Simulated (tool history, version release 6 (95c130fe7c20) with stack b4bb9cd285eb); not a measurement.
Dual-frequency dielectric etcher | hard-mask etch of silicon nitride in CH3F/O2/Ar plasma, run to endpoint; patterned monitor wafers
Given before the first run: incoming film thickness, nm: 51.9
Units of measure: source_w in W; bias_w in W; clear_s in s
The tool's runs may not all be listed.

{"run": 1, "day": 0.0, "source_w": 470, "bias_w": 76, "clear_s": 70.396}
{"run": 2, "day": 0.108, "source_w": 470, "bias_w": 63, "clear_s": 74.789}
{"run": 3, "day": 0.321, "source_w": 510, "bias_w": 67, "clear_s": 71.118}
{"run": 4, "day": 0.529, "source_w": 450, "bias_w": 67, "clear_s": 74.332}
{"run": 5, "day": 0.604, "source_w": 450, "bias_w": 79, "clear_s": 69.713}
{"run": 6, "day": 0.7, "source_w": 480, "bias_w": 79, "clear_s": 68.742}
{"run": 7, "day": 0.862, "source_w": 520, "bias_w": 81, "clear_s": 66.677}
{"run": 8, "day": 1.225, "source_w": 550, "bias_w": 83, "clear_s": 64.802}
{"run": 9, "day": 1.542, "source_w": 570, "bias_w": 84, "clear_s": 63.839}
{"run": 10, "day": 1.808, "source_w": 590, "bias_w": 85, "clear_s": 62.749}
{"run": 11, "day": 1.867, "source_w": 600, "bias_w": 86, "clear_s": 61.399}
{"run": 12, "day": 2.088, "source_w": 610, "bias_w": 86, "clear_s": 61.819}

Predict the results of run 13:
{"run": 13, "day": 2.442, "source_w": 620, "bias_w": 87, "clear_s": "?"}

Run 13 yielded clear_s 60.798 s.
